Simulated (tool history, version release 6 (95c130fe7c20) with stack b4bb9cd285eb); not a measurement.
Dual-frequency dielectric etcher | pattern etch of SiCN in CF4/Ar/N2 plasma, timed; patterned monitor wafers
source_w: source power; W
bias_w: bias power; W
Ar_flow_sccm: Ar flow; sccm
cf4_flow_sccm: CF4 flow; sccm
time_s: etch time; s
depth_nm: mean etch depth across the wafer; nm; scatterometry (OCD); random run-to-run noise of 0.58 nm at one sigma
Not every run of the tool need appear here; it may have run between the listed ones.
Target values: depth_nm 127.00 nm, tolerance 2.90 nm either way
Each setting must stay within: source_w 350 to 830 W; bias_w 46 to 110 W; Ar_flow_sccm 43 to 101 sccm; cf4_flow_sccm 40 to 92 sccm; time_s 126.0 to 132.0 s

run 1 hour=0.0 | source_w=590 bias_w=78 Ar_flow_sccm=72 cf4_flow_sccm=66 time_s=126.0 | depth_nm=142.37
run 2 hour=5.3 | source_w=590 bias_w=78 Ar_flow_sccm=77 cf4_flow_sccm=66 time_s=126.0 | depth_nm=141.56
run 3 hour=7.3 | source_w=580 bias_w=78 Ar_flow_sccm=77 cf4_flow_sccm=66 time_s=126.0 | depth_nm=139.67
run 4 hour=11.9 | source_w=580 bias_w=78 Ar_flow_sccm=77 cf4_flow_sccm=66 time_s=126.0 | depth_nm=138.22
run 5 hour=19.5 | source_w=580 bias_w=78 Ar_flow_sccm=77 cf4_flow_sccm=61 time_s=126.0 | depth_nm=137.00
run 6 hour=21.9 | source_w=580 bias_w=78 Ar_flow_sccm=77 cf4_flow_sccm=67 time_s=126.0 | depth_nm=139.49
run 7 hour=29.9 | source_w=570 bias_w=78 Ar_flow_sccm=77 cf4_flow_sccm=67 time_s=126.0 | depth_nm=137.00
run 8 hour=31.1 | source_w=560 bias_w=78 Ar_flow_sccm=77 cf4_flow_sccm=67 time_s=126.0 | depth_nm=134.84
run 9 hour=40.0 | source_w=550 bias_w=78 Ar_flow_sccm=77 cf4_flow_sccm=67 time_s=126.0 | depth_nm=131.62
run 10 hour=46.8 | source_w=520 bias_w=78 Ar_flow_sccm=77 cf4_flow_sccm=67 time_s=126.0 | depth_nm=123.53

Exercise: of the 5 proposed moves below, exactly one satisfies all targets within the stated allowed misses. Which move is it?
run A hour=53.6 | source_w=500 bias_w=72 Ar_flow_sccm=71 cf4_flow_sccm=60 time_s=131.5 | depth_nm=?
run B hour=53.6 | source_w=460 bias_w=94 Ar_flow_sccm=83 cf4_flow_sccm=67 time_s=128.5 | depth_nm=?
run C hour=53.6 | source_w=520 bias_w=69 Ar_flow_sccm=79 cf4_flow_sccm=71 time_s=126.0 | depth_nm=?
run D hour=53.6 | source_w=520 bias_w=72 Ar_flow_sccm=76 cf4_flow_sccm=65 time_s=127.5 | depth_nm=?
run E hour=53.6 | source_w=530 bias_w=69 Ar_flow_sccm=64 cf4_flow_sccm=71 time_s=127.5 | depth_nm=?

move=A depth_nm=119.96
move=B depth_nm=117.98
move=C depth_nm=119.71
move=D depth_nm=121.87
move=E depth_nm=127.36
A: further off than the last run
B: further off than the last run
C: further off than the last run
D: further off than the last run
E: hits every target within its allowed miss
So the answer is move E, the one that meets all the targets.

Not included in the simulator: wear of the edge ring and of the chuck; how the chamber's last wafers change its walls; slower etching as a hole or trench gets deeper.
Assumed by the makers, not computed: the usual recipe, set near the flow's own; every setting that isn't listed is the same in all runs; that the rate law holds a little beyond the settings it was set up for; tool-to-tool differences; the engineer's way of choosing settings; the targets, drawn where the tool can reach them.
